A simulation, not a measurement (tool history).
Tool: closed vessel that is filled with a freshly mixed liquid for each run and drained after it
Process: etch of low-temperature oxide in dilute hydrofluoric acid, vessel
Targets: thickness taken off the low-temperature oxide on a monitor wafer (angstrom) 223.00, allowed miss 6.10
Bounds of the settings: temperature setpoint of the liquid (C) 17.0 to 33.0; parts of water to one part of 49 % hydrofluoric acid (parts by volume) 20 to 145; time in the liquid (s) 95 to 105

| run | hour | temperature setpoint of the liquid (C) | parts of water to one part of 49 % hydrofluoric acid (parts by volume) | time in the liquid (s) | thickness taken off the low-temperature oxide on a monitor wafer (angstrom) |
|---|---|---|---|---|---|
| 1 | 0.0 | 25.0 | 80 | 95 | 289.94 |
| 2 | 7.7 | 24.0 | 80 | 95 | 277.05 |
| 3 | 15.4 | 23.5 | 80 | 95 | 271.29 |
| 4 | 18.8 | 23.5 | 100 | 95 | 211.64 |
| 5 | 22.1 | 20.5 | 100 | 95 | 187.76 |
| 6 | 26.7 | 21.0 | 100 | 95 | 191.64 |
| 7 | 35.2 | 21.5 | 100 | 95 | 195.82 |
| 8 | 41.7 | 22.0 | 100 | 95 | 198.76 |
| 9 | 46.6 | 22.5 | 100 | 95 | 204.52 |
| 10 | 54.4 | 23.0 | 100 | 95 | 207.25 |
| 11 | 57.6 | 24.0 | 100 | 95 | 216.85 |
| 12 | 63.0 | 24.0 | 100 | 95 | 216.71 |

4 next moves are on the table. One of them brings every result within its allowed miss. Which?
| A | 68.4 | 24.0 | 100 | 105 | ? |
| B | 68.4 | 24.5 | 100 | 95 | ? |
| C | 68.4 | 22.5 | 90 | 100 | ? |
| D | 68.4 | 24.0 | 95 | 100 | ? |

| move | thickness taken off the low-temperature oxide on a monitor wafer (angstrom) |
|---|---|
| A | 238.57 |
| B | 220.16 |
| C | 240.65 |
| D | 240.64 |
A: takes the result that was furthest off past its target
B: meets every target
C: takes the result that was furthest off past its target
D: takes the result that was furthest off past its target
Move B is the one to make.

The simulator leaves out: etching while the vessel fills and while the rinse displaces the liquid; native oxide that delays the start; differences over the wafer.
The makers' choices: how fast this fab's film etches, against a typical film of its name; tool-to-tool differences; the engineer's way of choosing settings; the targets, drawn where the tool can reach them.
